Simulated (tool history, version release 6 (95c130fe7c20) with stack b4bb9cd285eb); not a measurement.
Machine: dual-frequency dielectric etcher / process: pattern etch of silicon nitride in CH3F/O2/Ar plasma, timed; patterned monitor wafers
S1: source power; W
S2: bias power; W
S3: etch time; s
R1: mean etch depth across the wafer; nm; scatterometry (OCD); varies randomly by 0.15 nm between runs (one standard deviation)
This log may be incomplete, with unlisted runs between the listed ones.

run  hour   S1  S2    S3      R1
  1   0.0  360  90  40.5  32.489
  2   7.7  360  75  40.5  30.745
  3   9.4  400  75  40.5  32.097
  4  18.0  400  69  40.5  31.640
  5  21.4  430  74  40.5  33.472
  6  29.8  430  88  40.5  35.372
  7  32.8  440  88  40.5  35.655
     34.3  -- wet clean of the chamber
  8  34.3  480  89  40.5  38.608
  9  41.0  470  89  40.5  38.360

Run 10 has not been measured yet. What should we expect?
 10  42.9  460  89  40.5   ?

Run 10 gave R1 38.243 nm.

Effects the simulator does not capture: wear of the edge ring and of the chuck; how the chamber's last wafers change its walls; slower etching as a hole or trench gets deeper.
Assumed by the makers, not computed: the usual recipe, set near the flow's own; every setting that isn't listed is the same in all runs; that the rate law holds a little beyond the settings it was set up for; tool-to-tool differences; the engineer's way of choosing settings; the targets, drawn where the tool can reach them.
